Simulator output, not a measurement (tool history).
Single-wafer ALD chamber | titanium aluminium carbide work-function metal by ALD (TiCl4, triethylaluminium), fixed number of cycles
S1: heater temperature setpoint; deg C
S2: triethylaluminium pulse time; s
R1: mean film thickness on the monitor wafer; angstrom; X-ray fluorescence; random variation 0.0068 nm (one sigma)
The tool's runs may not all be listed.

run	hour	S1	S2	R1
1	0.0	320	13.45	24.104
2	6.4	317	12.27	23.631
3	12.3	309	12.27	22.812
4	14.5	307	11.25	22.381
5	19.4	312	11.25	22.776
6	27.6	310	10.37	22.242
7	35.6	308	9.61	21.573
8	43.9	306	8.96	20.855
9	51.3	305	8.40	19.893

Forecast run 10:
10	52.5	304	7.91	?

{"run 10": {"R1": 19.023}}
